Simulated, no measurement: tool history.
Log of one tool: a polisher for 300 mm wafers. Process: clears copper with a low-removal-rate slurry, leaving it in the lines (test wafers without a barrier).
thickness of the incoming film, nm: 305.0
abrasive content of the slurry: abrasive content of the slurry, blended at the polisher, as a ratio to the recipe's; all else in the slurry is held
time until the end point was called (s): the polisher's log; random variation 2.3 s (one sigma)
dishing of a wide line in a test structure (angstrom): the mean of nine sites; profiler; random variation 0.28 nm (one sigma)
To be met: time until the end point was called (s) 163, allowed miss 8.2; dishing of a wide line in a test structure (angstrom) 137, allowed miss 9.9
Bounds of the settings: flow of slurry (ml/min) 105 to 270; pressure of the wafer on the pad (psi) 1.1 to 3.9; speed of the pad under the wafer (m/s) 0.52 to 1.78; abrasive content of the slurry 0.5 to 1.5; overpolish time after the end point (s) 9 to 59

run,day,flow of slurry (ml/min),pressure of the wafer on the pad (psi),speed of the pad under the wafer (m/s),abrasive content of the slurry,overpolish time after the end point (s),time until the end point was called (s),dishing of a wide line in a test structure (angstrom)
1,0,175,2.5,1.14,1,30,105.97,259.41
2,0.229,175,2.3,1.16,1,27,119,239.11
3,0.254,175,2.2,1.2,1,25,118.32,227.09
4,0.492,170,2.1,1.24,0.95,23,121.33,227.63
# day 0.55: head pressure recalibrated
5,0.55,185,2,1.24,1,21,139.35,203.76
6,0.796,185,2,1.24,0.85,21,143.9,198.16
7,0.962,195,2,1.26,0.8,19,137.05,188.39
8,1.212,200,2,1.26,0.8,18,140.39,185.26
9,1.3,170,1.3,1.38,0.85,9,197.61,86.709

5 next moves are on the table. One of them brings every result within its allowed miss. Which?
A,1.388,165,1.2,1.18,0.8,27,?,?
B,1.388,215,1.2,1.06,0.8,32,?,?
C,1.388,175,1.6,1.36,0.85,19,?,?
D,1.388,190,1.8,1.34,0.9,13,?,?
E,1.388,230,1.6,1.3,1,13,?,?

move,time until the end point was called (s),dishing of a wide line in a test structure (angstrom)
A,241.53,168.26
B,253.56,180.48
C,161.11,175.6
D,142.72,149.67
E,157.14,139.71
A: takes the result that was furthest off past its target
B: takes the result that was furthest off past its target
C: takes the result that was furthest off past its target
D: takes the result that was furthest off past its target
E: meets every target
The right move is E.
